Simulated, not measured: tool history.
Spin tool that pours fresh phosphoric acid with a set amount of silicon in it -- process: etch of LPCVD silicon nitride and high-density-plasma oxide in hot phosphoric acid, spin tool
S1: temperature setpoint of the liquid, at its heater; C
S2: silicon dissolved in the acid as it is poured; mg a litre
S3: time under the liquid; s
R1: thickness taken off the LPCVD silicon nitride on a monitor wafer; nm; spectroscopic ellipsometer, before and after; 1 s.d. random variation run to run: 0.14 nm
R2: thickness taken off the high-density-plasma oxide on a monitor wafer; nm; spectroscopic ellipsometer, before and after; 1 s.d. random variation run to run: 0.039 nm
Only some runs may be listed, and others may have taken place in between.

Run 1, hour 0.0: S1 159.0 C, S2 17.0 mg a litre, S3 180 s. Result: R1 16.6500 nm, R2 0.47682 nm.
Run 2, hour 3.0: S1 159.5 C, S2 19.5 mg a litre, S3 185 s. Result: R1 17.3160 nm, R2 0.42574 nm.
Run 3, hour 8.1: S1 159.5 C, S2 14.0 mg a litre, S3 185 s. Result: R1 17.2310 nm, R2 0.49942 nm.
Run 4, hour 8.7: S1 159.5 C, S2 14.0 mg a litre, S3 115 s. Result: R1 10.8010 nm, R2 0.32093 nm.
Run 5, hour 15.1: S1 159.5 C, S2 14.0 mg a litre, S3 85 s. Result: R1 8.0427 nm, R2 0.22855 nm.
Run 6, hour 19.6: S1 159.5 C, S2 5.0 mg a litre, S3 85 s. Result: R1 7.9570 nm, R2 0.32174 nm.
Run 7, hour 20.2: S1 160.0 C, S2 8.5 mg a litre, S3 105 s. Result: R1 10.0410 nm, R2 0.35518 nm.
Run 8, hour 26.8: S1 160.5 C, S2 11.0 mg a litre, S3 115 s. Result: R1 11.1970 nm, R2 0.37530 nm.
Run 9, hour 32.9: S1 163.0 C, S2 22.0 mg a litre, S3 205 s. Result: R1 21.7080 nm, R2 0.53546 nm.

Predict the results of run 10:
Run 10, hour 34.3: S1 163.0 C, S2 23.0 mg a litre, S3 205 s. Result: R1 ?, R2 ?.

Run 10 produced R1 21.6970 nm, R2 0.58328 nm.
